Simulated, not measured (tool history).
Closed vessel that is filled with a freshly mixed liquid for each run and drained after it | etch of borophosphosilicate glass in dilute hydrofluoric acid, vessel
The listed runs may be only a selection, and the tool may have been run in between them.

run	hour	temperature setpoint of the liquid (°C)	parts of water to one part of 49 % hydrofluoric acid (parts by volume)	time in the liquid (s)	thickness taken off the borophosphosilicate glass on a monitor wafer (Å)
1	0.0	25.0	65	95	543.84
2	2.5	26.0	60	95	623.31
3	11.7	26.5	60	95	627.74
4	16.4	26.5	40	95	966.06
5	25.2	26.5	60	95	627.89
6	33.3	26.5	70	95	530.92
7	38.0	30.5	45	95	997.46

Expected results for the next run?
8	41.3	32.0	45	95	?

thickness taken off the borophosphosilicate glass on a monitor wafer (Å): 1070.40
